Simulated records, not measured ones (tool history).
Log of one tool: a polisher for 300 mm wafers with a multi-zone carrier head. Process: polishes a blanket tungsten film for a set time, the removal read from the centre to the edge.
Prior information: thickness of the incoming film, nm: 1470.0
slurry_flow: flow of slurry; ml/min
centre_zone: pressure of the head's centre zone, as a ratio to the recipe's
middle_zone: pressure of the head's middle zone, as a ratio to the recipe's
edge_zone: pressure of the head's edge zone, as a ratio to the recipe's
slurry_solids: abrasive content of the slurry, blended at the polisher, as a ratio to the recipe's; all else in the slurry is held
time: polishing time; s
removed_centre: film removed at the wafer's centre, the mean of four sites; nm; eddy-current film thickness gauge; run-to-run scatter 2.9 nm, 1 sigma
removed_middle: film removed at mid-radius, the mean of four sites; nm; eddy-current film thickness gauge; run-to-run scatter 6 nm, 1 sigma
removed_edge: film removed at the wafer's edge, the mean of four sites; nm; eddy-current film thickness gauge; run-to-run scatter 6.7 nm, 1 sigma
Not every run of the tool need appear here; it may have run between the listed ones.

{"run": 1, "hour": 0.0, "slurry_flow": 295, "centre_zone": 1, "middle_zone": 1, "edge_zone": 1, "slurry_solids": 1, "time": 84, "removed_centre": 361.04, "removed_middle": 366.87, "removed_edge": 353.23}
{"run": 2, "hour": 3.5, "slurry_flow": 295, "centre_zone": 1, "middle_zone": 1, "edge_zone": 1, "slurry_solids": 1, "time": 99, "removed_centre": 423.35, "removed_middle": 425.1, "removed_edge": 416.64}
{"run": 3, "hour": 11.7, "slurry_flow": 295, "centre_zone": 1, "middle_zone": 1, "edge_zone": 1, "slurry_solids": 1.15, "time": 99, "removed_centre": 436.9, "removed_middle": 445.22, "removed_edge": 435.78}
{"run": 4, "hour": 17.1, "slurry_flow": 305, "centre_zone": 0.99, "middle_zone": 1.01, "edge_zone": 1.04, "slurry_solids": 1.25, "time": 99, "removed_centre": 444.65, "removed_middle": 462.99, "removed_edge": 450.31}
{"run": 5, "hour": 18.4, "slurry_flow": 305, "centre_zone": 0.99, "middle_zone": 1.01, "edge_zone": 1.04, "slurry_solids": 1.25, "time": 84, "removed_centre": 377.01, "removed_middle": 389.53, "removed_edge": 392.1}
{"run": 6, "hour": 27.3, "slurry_flow": 305, "centre_zone": 0.99, "middle_zone": 1.01, "edge_zone": 1.04, "slurry_solids": 1.05, "time": 84, "removed_centre": 360.29, "removed_middle": 367.61, "removed_edge": 367.69}
{"run": 7, "hour": 32.3, "slurry_flow": 300, "centre_zone": 0.98, "middle_zone": 1.03, "edge_zone": 1.07, "slurry_solids": 1.15, "time": 88, "removed_centre": 379.78, "removed_middle": 398.89, "removed_edge": 403.78}
{"run": 8, "hour": 38.8, "slurry_flow": 290, "centre_zone": 0.98, "middle_zone": 1.06, "edge_zone": 1.1, "slurry_solids": 1.25, "time": 91, "removed_centre": 398.22, "removed_middle": 437.62, "removed_edge": 425.6}
{"run": 9, "hour": 44.3, "slurry_flow": 305, "centre_zone": 0.97, "middle_zone": 1.06, "edge_zone": 1.12, "slurry_solids": 1.3, "time": 93, "removed_centre": 414.69, "removed_middle": 447.8, "removed_edge": 455.74}

Forecast run 10:
{"run": 10, "hour": 50.5, "slurry_flow": 325, "centre_zone": 0.96, "middle_zone": 1.08, "edge_zone": 1.14, "slurry_solids": 1.35, "time": 93, "removed_centre": "?", "removed_middle": "?", "removed_edge": "?"}

removed_centre: 416.29 nm
removed_middle: 461.5 nm
removed_edge: 464.84 nm

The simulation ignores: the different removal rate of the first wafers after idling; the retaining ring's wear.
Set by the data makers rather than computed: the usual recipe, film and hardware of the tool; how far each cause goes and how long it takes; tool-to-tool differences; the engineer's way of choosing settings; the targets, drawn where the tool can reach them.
